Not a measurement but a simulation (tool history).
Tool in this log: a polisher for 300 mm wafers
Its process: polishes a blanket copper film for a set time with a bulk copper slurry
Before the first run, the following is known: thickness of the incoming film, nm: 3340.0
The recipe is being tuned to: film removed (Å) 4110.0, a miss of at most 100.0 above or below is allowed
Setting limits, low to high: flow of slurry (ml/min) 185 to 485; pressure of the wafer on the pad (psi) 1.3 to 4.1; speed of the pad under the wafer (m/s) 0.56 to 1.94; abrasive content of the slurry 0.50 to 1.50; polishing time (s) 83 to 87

run	hour	flow of slurry (ml/min)	pressure of the wafer on the pad (psi)	speed of the pad under the wafer (m/s)	abrasive content of the slurry	polishing time (s)	film removed (Å)
1	0.0	310	2.7	1.24	1.00	83	8077.2
2	6.6	350	2.7	1.24	1.00	83	8060.1
3	7.3	280	2.7	1.24	1.00	83	7936.3
4	9.1	230	2.7	1.24	1.00	83	7704.4
5	12.5	230	2.7	1.44	1.00	83	8771.8
6	18.6	185	2.7	1.44	1.00	83	8532.2
7	25.0	185	2.4	1.38	1.00	83	7363.4
8	28.9	185	2.2	1.34	1.00	83	6531.4
9	32.7	185	2.0	1.32	1.00	83	5904.1
10	41.2	185	1.9	1.30	1.00	83	5612.6
11	46.5	185	1.8	1.28	1.00	83	5258.1
12	50.3	185	1.7	1.28	1.00	83	4943.9
13	58.9	185	1.6	1.28	1.00	83	4613.8
14	62.3	185	1.5	1.28	1.00	83	4356.6

4 candidate next runs follow, results not yet known. Just one meets every target within its allowed miss. Identify it.
A	65.7	185	1.5	1.14	1.35	83	?
B	65.7	185	1.6	1.26	0.85	85	?
C	65.7	300	1.5	1.12	1.15	83	?
D	65.7	185	1.6	1.12	1.00	83	?

move	film removed (Å)
A	4246.3
B	4406.2
C	4258.6
D	4066.2
A: moves toward the targets from the last run without getting all of them in spec
B: moves away from the targets compared with the last run
C: moves toward the targets from the last run without getting all of them in spec
D: all results land within tolerance of their targets
The right move is D.
